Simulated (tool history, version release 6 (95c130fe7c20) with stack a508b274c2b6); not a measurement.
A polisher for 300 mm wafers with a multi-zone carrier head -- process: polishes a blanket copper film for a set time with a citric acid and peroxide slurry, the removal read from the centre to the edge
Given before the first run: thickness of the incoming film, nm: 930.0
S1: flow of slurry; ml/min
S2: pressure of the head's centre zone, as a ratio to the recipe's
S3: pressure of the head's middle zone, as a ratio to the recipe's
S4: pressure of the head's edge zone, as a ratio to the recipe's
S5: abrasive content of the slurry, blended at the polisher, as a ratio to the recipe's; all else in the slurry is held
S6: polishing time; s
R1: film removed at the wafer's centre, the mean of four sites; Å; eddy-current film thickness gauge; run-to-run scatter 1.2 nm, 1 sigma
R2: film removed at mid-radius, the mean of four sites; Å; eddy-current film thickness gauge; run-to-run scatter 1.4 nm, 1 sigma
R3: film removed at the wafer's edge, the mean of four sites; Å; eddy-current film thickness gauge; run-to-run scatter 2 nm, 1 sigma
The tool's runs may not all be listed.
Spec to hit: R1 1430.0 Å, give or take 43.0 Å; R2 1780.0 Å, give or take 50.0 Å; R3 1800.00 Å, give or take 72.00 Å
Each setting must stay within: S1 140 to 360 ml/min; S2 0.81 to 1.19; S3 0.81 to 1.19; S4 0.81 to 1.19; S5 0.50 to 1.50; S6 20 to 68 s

run  hour   S1    S2    S3    S4    S5  S6      R1      R2       R3
  1   0.0  230  1.00  1.00  1.00  1.00  44  1077.5  1057.8  1075.30
  2   6.7  230  1.00  1.08  1.00  1.00  44  1084.2  1144.0  1121.40
  3  15.7  230  1.04  1.08  1.00  1.00  44  1112.2  1148.3  1104.10
  4  22.1  235  1.02  1.10  1.02  1.05  45  1133.1  1209.2  1125.10
  5  24.5  235  1.02  1.14  1.02  1.05  45  1149.5  1248.6  1146.30
  6  30.9  235  1.02  1.18  1.02  1.05  45  1137.4  1284.6  1142.00
  7  31.6  225  0.99  1.17  1.04  1.10  47  1153.6  1325.4  1201.50
  8  38.2  220  0.97  1.16  1.06  1.15  49  1195.0  1372.6  1294.40
     41.6  -- slurry nozzle cleaned
  9  41.6  220  0.97  1.16  1.06  1.15  49  1224.6  1408.1  1333.30

Which of these 5 next moves meets every target?
  A  45.0  255  1.19  0.96  1.00  1.00  45   ?   ?   ?
  B  45.0  270  1.03  1.17  0.92  1.40  36   ?   ?   ?
  C  45.0  140  0.92  0.84  1.19  1.15  62   ?   ?   ?
  D  45.0  195  0.96  1.18  1.05  1.05  42   ?   ?   ?
  E  45.0  190  0.87  1.10  1.16  1.30  64   ?   ?   ?

move      R1      R2       R3
   A  1387.3  1109.3  1162.70
   B  1033.7  1130.0   956.75
   C  1340.2  1261.8  1660.70
   D  1009.4  1199.4  1086.00
   E  1443.6  1785.6  1809.90
A: its largest miss is bigger than the last run's
B: its largest miss is bigger than the last run's
C: its largest miss is bigger than the last run's
D: its largest miss is bigger than the last run's
E: every result lands within tolerance
The move that meets every target is E.

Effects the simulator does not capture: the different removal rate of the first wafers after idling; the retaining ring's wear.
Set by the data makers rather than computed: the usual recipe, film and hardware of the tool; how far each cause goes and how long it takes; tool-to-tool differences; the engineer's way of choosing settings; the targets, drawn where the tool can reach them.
